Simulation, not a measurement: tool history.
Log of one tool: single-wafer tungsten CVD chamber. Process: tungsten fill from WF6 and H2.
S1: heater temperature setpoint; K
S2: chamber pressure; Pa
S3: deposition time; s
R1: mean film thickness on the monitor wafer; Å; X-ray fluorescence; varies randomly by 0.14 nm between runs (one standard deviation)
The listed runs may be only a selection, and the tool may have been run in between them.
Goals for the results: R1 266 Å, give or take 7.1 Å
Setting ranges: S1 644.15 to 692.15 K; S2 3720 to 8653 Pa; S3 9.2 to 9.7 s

run 1 hour=0 | S1=668.15 S2=6186 S3=9.7 | R1=325.41
run 2 hour=5.4 | S1=678.15 S2=6186 S3=9.7 | R1=387.72
run 3 hour=10.1 | S1=678.15 S2=7119 S3=9.7 | R1=420.29
run 4 hour=11.9 | S1=673.15 S2=7079 S3=9.7 | R1=378.98
run 5 hour=15.4 | S1=670.15 S2=7039 S3=9.7 | R1=355.39
run 6 hour=20.4 | S1=670.15 S2=6293 S3=9.7 | R1=341.58
run 7 hour=22.6 | S1=668.15 S2=6266 S3=9.7 | R1=327.4
run 8 hour=25.2 | S1=666.15 S2=6239 S3=9.7 | R1=312.38
run 9 hour=33.9 | S1=664.15 S2=6226 S3=9.7 | R1=300.26
run 10 hour=35.1 | S1=663.15 S2=6213 S3=9.7 | R1=294.27

Exercise: of the 4 proposed moves below, exactly one satisfies all targets within the stated allowed misses. Which move is it?
run A hour=36.3 | S1=662.15 S2=6213 S3=9.7 | R1=?
run B hour=36.3 | S1=667.15 S2=5520 S3=9.2 | R1=?
run C hour=36.3 | S1=673.15 S2=5226 S3=9.7 | R1=?
run D hour=36.3 | S1=660.15 S2=6306 S3=9.2 | R1=?

move=A R1=290.36
move=B R1=289.12
move=C R1=334.37
move=D R1=266.09
A: nearer than the last run, and not there yet
B: nearer than the last run, and not there yet
C: further off than the last run
D: each result inside its tolerance
Go with D: it meets all targets.

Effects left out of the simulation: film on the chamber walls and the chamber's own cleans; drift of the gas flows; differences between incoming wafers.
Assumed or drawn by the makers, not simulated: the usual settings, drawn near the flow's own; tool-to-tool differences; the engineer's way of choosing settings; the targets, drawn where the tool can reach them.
